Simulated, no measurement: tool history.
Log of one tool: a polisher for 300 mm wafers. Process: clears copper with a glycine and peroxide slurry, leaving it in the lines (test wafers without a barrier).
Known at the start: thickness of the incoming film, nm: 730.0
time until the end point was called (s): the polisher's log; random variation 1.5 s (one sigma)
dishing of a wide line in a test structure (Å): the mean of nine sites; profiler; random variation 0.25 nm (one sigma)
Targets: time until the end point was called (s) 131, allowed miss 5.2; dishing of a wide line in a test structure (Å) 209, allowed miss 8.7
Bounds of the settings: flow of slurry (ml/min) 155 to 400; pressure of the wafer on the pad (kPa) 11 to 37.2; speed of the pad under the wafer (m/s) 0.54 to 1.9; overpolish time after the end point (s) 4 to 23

| run | hour | flow of slurry (ml/min) | pressure of the wafer on the pad (kPa) | speed of the pad under the wafer (m/s) | overpolish time after the end point (s) | time until the end point was called (s) | dishing of a wide line in a test structure (Å) |
|---|---|---|---|---|---|---|---|
| 1 | 0 | 255 | 24.1 | 1.22 | 12 | 80.332 | 520.78 |
| 2 | 3.5 | 280 | 24.1 | 1.22 | 12 | 79.676 | 519.82 |
| 3 | 6.8 | 280 | 27.6 | 1.22 | 12 | 72.496 | 552.63 |
| 4 | 11.4 | 250 | 27.6 | 1.22 | 12 | 71.948 | 546.26 |
| 5 | 20 | 250 | 27.6 | 1.22 | 8 | 73.05 | 422.91 |
| 6 | 21.9 | 240 | 26.2 | 1.18 | 8 | 77.703 | 393.7 |
| 7 | 26.9 | 235 | 19.3 | 1 | 4 | 111.88 | 166.9 |
| 8 | 27.4 | 235 | 18.6 | 1 | 5 | 114.62 | 205.39 |
| 9 | 31.3 | 235 | 17.9 | 1 | 5 | 113.87 | 193.78 |
| 10 | 38.6 | 230 | 14.5 | 0.92 | 9 | 142.81 | 273.4 |
| 11 | 40.1 | 235 | 17.9 | 0.84 | 5 | 133.4 | 170.61 |
| 12 | 41.6 | 230 | 17.9 | 0.84 | 5 | 133.36 | 169.18 |
| 13 | 49.6 | 230 | 18.6 | 0.82 | 9 | 131.89 | 291.08 |
| 14 | 52.5 | 245 | 18.6 | 0.82 | 9 | 134.5 | 292.29 |
| 15 | 57.4 | 245 | 18.6 | 0.84 | 9 | 128.65 | 299.66 |
| 16 | 59.2 | 245 | 17.9 | 0.86 | 9 | 131.87 | 297.1 |
| 17 | 59.8 | 245 | 17.2 | 0.9 | 7 | 129.39 | 242.52 |
| 18 | 61.1 | 245 | 15.2 | 0.96 | 5 | 136.35 | 174.36 |

Which of these 5 next moves meets every target?
| A | 62.4 | 170 | 14.5 | 1.02 | 7 | ? | ? |
| B | 62.4 | 255 | 11 | 1 | 8 | ? | ? |
| C | 62.4 | 305 | 11.7 | 1.1 | 7 | ? | ? |
| D | 62.4 | 280 | 20 | 0.7 | 5 | ? | ? |
| E | 62.4 | 170 | 18.6 | 0.88 | 6 | ? | ? |

| move | time until the end point was called (s) | dishing of a wide line in a test structure (Å) |
|---|---|---|
| A | 133.72 | 233.3 |
| B | 151.64 | 234.9 |
| C | 134.9 | 230.95 |
| D | 143.19 | 164.16 |
| E | 129.91 | 209.99 |
A: takes the result that was furthest off past its target
B: takes the result that was furthest off past its target
C: takes the result that was furthest off past its target
D: further off than the last run
E: meets every target
Answer: E
